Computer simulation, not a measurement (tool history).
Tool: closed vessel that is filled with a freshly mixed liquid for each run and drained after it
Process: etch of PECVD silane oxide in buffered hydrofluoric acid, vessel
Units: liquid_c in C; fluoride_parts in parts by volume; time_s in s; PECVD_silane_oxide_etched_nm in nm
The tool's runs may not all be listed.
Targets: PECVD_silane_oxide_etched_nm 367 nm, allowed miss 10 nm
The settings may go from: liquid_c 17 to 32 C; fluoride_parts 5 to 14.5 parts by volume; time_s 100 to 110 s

run    day  liquid_c  fluoride_parts  time_s  PECVD_silane_oxide_etched_nm
  1      0        25               9     100                        275.89
  2  0.092        25               9     100                        279.13
  3  0.212        25               9     100                        277.71
  4  0.546        26               9     100                        292.96
  5  0.592        26            11.5     100                        239.75
  6  0.908        26            11.5     100                        243.97
  7  1.212        26            11.5     100                        243.65
  8  1.538      27.5            11.5     100                        258.68
  9   1.65      31.5             9.5     100                        382.62

4 next moves are on the table. One of them brings every result within its allowed miss. Which?
  A  1.762      27.5               9     105                             ?
  B  1.762        29             8.5     100                             ?
  C  1.762        27             8.5     105                             ?
  D  1.762      31.5            10.5     110                             ?

move  PECVD_silane_oxide_etched_nm
   A                        341.63
   B                        375.15
   C                        353.82
   D                        395.18
A: takes the result that was furthest off past its target
B: meets every target
C: takes the result that was furthest off past its target
D: further off than the last run
Move B is the one to make.

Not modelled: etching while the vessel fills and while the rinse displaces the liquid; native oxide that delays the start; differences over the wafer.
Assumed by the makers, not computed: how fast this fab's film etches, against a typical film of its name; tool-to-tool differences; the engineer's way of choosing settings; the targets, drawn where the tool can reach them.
